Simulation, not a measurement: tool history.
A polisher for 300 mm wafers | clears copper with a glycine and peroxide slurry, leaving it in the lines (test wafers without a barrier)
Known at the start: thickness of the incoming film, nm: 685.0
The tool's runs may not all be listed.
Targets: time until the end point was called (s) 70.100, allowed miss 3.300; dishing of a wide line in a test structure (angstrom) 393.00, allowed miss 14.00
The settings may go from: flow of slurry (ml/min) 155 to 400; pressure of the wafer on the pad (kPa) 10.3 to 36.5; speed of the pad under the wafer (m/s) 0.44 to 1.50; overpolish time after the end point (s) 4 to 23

run	hour	flow of slurry (ml/min)	pressure of the wafer on the pad (kPa)	speed of the pad under the wafer (m/s)	overpolish time after the end point (s)	time until the end point was called (s)	dishing of a wide line in a test structure (angstrom)
1	0.0	255	23.4	0.96	12	107.820	316.14
2	2.3	255	24.8	0.96	12	103.050	320.23
3	4.5	255	24.8	0.86	12	113.220	308.21
4	9.3	255	28.3	0.86	12	99.324	325.01
5	11.5	255	28.3	1.08	12	82.124	349.66
6	12.4	255	29.0	1.08	12	82.199	354.50
7	21.2	255	29.6	1.08	12	79.915	357.04
8	30.0	255	30.3	1.08	12	80.733	351.27
9	36.3	255	31.0	1.08	12	77.950	361.79
10	45.3	255	31.7	1.08	12	75.775	366.23
11	50.3	255	33.1	1.08	12	72.825	367.98

4 next moves are on the table. One of them brings every result within its allowed miss. Which?
A	55.3	245	31.0	1.02	14	?	?
B	55.3	275	29.6	1.30	14	?	?
C	55.3	320	35.9	1.00	11	?	?
D	55.3	300	35.9	1.18	13	?	?

move	time until the end point was called (s)	dishing of a wide line in a test structure (angstrom)
A	81.148	366.48
B	68.652	379.72
C	70.556	353.17
D	62.060	383.47
A: further off than the last run
B: meets every target
C: further off than the last run
D: brings the result that was furthest off to its target, and leaves another outside
The right move is B.
